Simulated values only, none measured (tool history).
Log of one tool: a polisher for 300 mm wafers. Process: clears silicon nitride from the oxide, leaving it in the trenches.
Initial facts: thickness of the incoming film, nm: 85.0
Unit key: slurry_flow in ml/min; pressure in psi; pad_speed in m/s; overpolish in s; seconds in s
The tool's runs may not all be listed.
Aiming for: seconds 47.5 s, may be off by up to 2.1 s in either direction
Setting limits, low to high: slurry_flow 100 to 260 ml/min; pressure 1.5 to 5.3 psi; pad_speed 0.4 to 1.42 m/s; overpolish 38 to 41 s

run  hour  slurry_flow  pressure  pad_speed  overpolish  seconds
  1     0          165       3.4        0.9          38   77.574
  2   8.1          165       3.4        0.9          41   78.264
  3  12.7          165       2.8        0.9          41   91.462
  4  19.5          165       2.8       1.08          41    80.65
  5  23.3          165         3       1.08          41   77.063
  6  26.2          195         3       1.08          41   75.017
  7  27.8          200         4       1.12          41   54.155
  8  31.7          200       4.1       1.12          41    53.71
  9  37.5          200       4.2       1.12          41   53.073
 10  39.1          200       4.3       1.12          41   52.112

5 candidate next runs follow, results not yet known. Just one meets every target within its allowed miss. Identify it.
  A  40.7          255       4.2       1.02          41        ?
  B  40.7          210       5.2       1.12          38        ?
  C  40.7          155       4.1       1.06          41        ?
  D  40.7          230       3.8       1.14          38        ?
  E  40.7          170       4.1       1.34          40        ?

move  seconds
   A   54.576
   B   42.464
   C   58.277
   D   55.852
   E   47.867
A: the biggest miss grows against the last run
B: moves the result that the last run missed by most past its target, out the other side
C: the biggest miss grows against the last run
D: the biggest miss grows against the last run
E: all results in spec
Move E is the one to make.
